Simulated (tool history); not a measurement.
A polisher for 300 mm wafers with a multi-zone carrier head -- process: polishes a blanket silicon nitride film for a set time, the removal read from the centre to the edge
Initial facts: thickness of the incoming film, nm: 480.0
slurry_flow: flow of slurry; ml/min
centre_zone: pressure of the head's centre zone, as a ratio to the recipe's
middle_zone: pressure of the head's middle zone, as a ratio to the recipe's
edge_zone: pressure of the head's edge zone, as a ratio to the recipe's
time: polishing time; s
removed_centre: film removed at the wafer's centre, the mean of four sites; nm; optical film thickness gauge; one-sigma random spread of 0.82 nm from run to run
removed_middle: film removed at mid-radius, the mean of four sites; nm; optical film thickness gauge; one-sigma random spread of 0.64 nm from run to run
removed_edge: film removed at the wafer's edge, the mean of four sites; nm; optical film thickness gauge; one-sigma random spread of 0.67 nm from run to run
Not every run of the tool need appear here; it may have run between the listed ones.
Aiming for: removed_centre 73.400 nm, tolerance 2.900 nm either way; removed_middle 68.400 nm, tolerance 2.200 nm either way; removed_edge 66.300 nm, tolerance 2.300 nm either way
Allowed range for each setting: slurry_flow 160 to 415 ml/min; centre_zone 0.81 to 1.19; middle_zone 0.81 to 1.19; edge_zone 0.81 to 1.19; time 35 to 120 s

run	hour	slurry_flow	centre_zone	middle_zone	edge_zone	time	removed_centre	removed_middle	removed_edge
1	0.0	265	1.00	1.00	1.00	77	128.380	130.130	126.670
2	4.0	230	1.00	1.00	1.00	77	127.380	126.860	123.920
3	6.0	215	1.00	0.98	0.95	63	100.740	102.860	96.940
4	12.9	215	0.95	0.98	0.95	63	97.103	99.810	95.783
5	15.4	215	0.95	0.98	0.95	70	109.030	113.180	107.490
6	19.2	215	0.95	0.98	0.95	88	135.840	141.210	136.870
# hour 26.3: edge zone pressure recalibrated
7	26.3	200	0.96	0.94	0.91	73	112.830	110.500	116.220
8	26.9	190	1.00	0.95	0.90	60	96.547	90.933	94.670
9	27.8	195	1.02	0.97	0.89	52	85.733	82.231	81.955

Next run, 4 choices. One meets every target within its allowed miss, the rest don't. Which?
A	28.7	160	1.01	0.86	0.86	44	?	?	?
B	28.7	200	1.04	1.08	0.87	64	?	?	?
C	28.7	225	0.88	1.18	0.91	49	?	?	?
D	28.7	225	1.07	1.00	0.88	42	?	?	?

move	removed_centre	removed_middle	removed_edge
A	69.795	60.872	67.445
B	108.760	110.840	100.690
C	71.624	93.061	79.172
D	74.668	69.176	67.191
A: meets the target for the result that was furthest off, but another lies outside its allowed miss
B: moves away from the targets compared with the last run
C: moves away from the targets compared with the last run
D: meets every target
The right move is D.
